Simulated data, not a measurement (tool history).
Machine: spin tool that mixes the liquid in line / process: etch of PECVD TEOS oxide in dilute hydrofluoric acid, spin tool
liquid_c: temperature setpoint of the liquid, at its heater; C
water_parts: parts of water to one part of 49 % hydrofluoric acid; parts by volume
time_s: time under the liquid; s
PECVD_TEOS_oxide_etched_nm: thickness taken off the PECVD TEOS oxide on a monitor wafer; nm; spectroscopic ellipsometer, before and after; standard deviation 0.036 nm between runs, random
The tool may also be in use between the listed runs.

run,hour,liquid_c,water_parts,time_s,PECVD_TEOS_oxide_etched_nm
1,0.0,24.0,150,80,8.3572
2,4.6,24.0,150,80,8.1889
3,6.4,24.0,125,80,10.2850
4,11.0,23.0,140,80,8.4225
5,20.0,22.0,150,80,7.6882
6,24.1,21.0,160,80,6.9467
7,31.8,20.5,170,80,6.2450
8,35.9,20.0,175,80,5.9136

Expected results for the next run?
9,41.2,19.5,180,80,?

PECVD_TEOS_oxide_etched_nm: 5.5643 nm
